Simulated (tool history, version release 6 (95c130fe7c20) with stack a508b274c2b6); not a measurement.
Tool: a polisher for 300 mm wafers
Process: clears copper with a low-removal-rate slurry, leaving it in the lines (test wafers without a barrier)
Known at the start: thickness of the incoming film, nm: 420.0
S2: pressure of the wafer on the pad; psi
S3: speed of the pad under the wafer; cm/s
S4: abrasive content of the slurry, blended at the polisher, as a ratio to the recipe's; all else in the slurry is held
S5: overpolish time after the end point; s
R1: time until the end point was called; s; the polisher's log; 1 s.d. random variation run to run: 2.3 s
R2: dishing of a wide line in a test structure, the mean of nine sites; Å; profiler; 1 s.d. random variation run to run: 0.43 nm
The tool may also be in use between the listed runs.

run 1 day=0.000 | flow_of_slurry_(ml/min)=125 S2=3.5 S3=84 S4=1.0 S5=11 | R1=141.52 R2=222.38
run 2 day=0.142 | flow_of_slurry_(ml/min)=110 S2=3.5 S3=84 S4=1.0 S5=11 | R1=141.76 R2=215.59
run 3 day=0.179 | flow_of_slurry_(ml/min)=110 S2=4.3 S3=84 S4=1.0 S5=11 | R1=116.80 R2=260.00
run 4 day=0.450 | flow_of_slurry_(ml/min)=110 S2=4.7 S3=84 S4=1.0 S5=11 | R1=108.05 R2=287.45
-- day=0.558 slurry blender recalibrated
run 5 day=0.558 | flow_of_slurry_(ml/min)=125 S2=4.7 S3=84 S4=1.0 S5=11 | R1=97.65 R2=307.62
run 6 day=0.871 | flow_of_slurry_(ml/min)=115 S2=4.4 S3=84 S4=1.0 S5=12 | R1=106.25 R2=305.07
run 7 day=1.183 | flow_of_slurry_(ml/min)=105 S2=3.9 S3=82 S4=1.0 S5=13 | R1=124.94 R2=287.77

Predict the results of run 8:
run 8 day=1.312 | flow_of_slurry_(ml/min)=100 S2=2.9 S3=80 S4=1.0 S5=16 | R1=? R2=?

Run 8 came out at R1 171.19 s, R2 247.96 Å.

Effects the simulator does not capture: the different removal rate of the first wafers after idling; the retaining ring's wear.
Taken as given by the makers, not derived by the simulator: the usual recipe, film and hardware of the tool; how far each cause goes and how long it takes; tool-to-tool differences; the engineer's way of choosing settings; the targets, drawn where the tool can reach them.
